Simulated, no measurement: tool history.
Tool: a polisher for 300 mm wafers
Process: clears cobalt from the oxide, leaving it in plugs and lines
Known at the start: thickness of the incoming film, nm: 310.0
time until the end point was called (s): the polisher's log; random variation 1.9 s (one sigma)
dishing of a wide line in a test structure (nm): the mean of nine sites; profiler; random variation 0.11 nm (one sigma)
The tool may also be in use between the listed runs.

run  hour  flow of slurry (ml/min)  pressure of the wafer on the pad (psi)  speed of the pad under the wafer (cm/s)  overpolish time after the end point (s)  time until the end point was called (s)  dishing of a wide line in a test structure (nm)
  1     0                      165                                       2                                      120                                       10                                   69.227                                           13.553
  2   0.6                      165                                       2                                      138                                       10                                   60.542                                            14.16
  3   7.7                      155                                     2.1                                      112                                        8                                   71.193                                           13.347
  4  13.1                      185                                     2.1                                       94                                        7                                   81.137                                           12.477
  5  14.2                      185                                     1.7                                       94                                        7                                   99.962                                           11.685
  6  18.7                      205                                     1.5                                      102                                        6                                   102.61                                           10.731
  7  26.7                      220                                     1.3                                      112                                        5                                   105.89                                           9.5415
  8  35.4                      230                                     1.2                                      122                                        4                                    102.3                                             8.63
  9  36.1                      240                                     1.1                                      128                                        4                                   113.03                                           8.0682
 10  40.2                      245                                     1.1                                      134                                        4                                   100.54                                           8.8031

The next listed run, before its measurement:
 11  41.8                      250                                       1                                      136                                        4                                        ?                                                ?

{"run 11": {"time until the end point was called (s)": 113.86, "dishing of a wide line in a test structure (nm)": 8.3745}}
